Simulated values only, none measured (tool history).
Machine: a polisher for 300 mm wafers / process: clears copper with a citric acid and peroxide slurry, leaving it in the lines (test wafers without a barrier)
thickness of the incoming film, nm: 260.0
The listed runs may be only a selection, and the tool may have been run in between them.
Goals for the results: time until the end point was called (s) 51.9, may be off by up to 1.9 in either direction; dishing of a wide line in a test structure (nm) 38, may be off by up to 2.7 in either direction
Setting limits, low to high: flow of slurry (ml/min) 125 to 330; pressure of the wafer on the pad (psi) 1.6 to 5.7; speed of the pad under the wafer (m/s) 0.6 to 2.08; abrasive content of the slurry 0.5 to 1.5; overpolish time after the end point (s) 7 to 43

run  hour  flow of slurry (ml/min)  pressure of the wafer on the pad (psi)  speed of the pad under the wafer (m/s)  abrasive content of the slurry  overpolish time after the end point (s)  time until the end point was called (s)  dishing of a wide line in a test structure (nm)
  1     0                      210                                     3.6                                    1.34                               1                                       22                                   69.801                                           48.553
  2   7.1                      210                                     2.9                                    1.34                               1                                       22                                   85.533                                           39.719
  3  14.1                      210                                     3.1                                    1.34                               1                                       20                                    81.84                                           39.602
  4    23                      210                                     3.1                                    1.34                               1                                       12                                   79.771                                           25.474
  5    28                      210                                     3.1                                     1.1                               1                                       12                                    98.56                                           21.727
  6  30.3                      210                                     3.4                                     1.1                               1                                       12                                   89.803                                             23.6
  7  35.2                      210                                     3.6                                     1.1                               1                                       12                                    85.58                                           24.892
  8  40.5                      225                                     4.6                                    1.14                               1                                       11                                    64.35                                            29.45
  9  48.9                      225                                     4.7                                    1.14                               1                                       11                                   62.412                                           29.642
 10    52                      235                                     5.4                                    1.16                               1                                       15                                   53.663                                           45.388
 11  57.5                      235                                     5.4                                    1.16                               1                                       14                                   54.683                                           42.134
 12    62                      235                                     5.4                                    1.16                               1                                       14                                   53.748                                           43.745
 13  67.7                      235                                     5.4                                    1.16                               1                                       12                                   53.796                                           36.159

5 next moves are on the table. One of them brings every result within its allowed miss. Which?
  A  73.4                      180                                     5.2                                    1.28                            1.05                                       12                                        ?                                                ?
  B  73.4                      225                                     5.4                                    1.16                            0.95                                       13                                        ?                                                ?
  C  73.4                      270                                     5.2                                    1.14                               1                                       12                                        ?                                                ?
  D  73.4                      235                                     5.7                                     1.2                            0.85                                       10                                        ?                                                ?
  E  73.4                      295                                     5.7                                    0.96                             1.1                                       12                                        ?                                                ?

move  time until the end point was called (s)  dishing of a wide line in a test structure (nm)
   A                                   52.358                                           38.029
   B                                   55.632                                           38.697
   C                                   57.129                                           35.374
   D                                   52.151                                           32.833
   E                                   59.929                                           34.077
A: hits every target within its allowed miss
B: moves away from the targets compared with the last run
C: moves away from the targets compared with the last run
D: brings the result that was furthest off to its target, and leaves another outside
E: moves away from the targets compared with the last run
The right move is A.
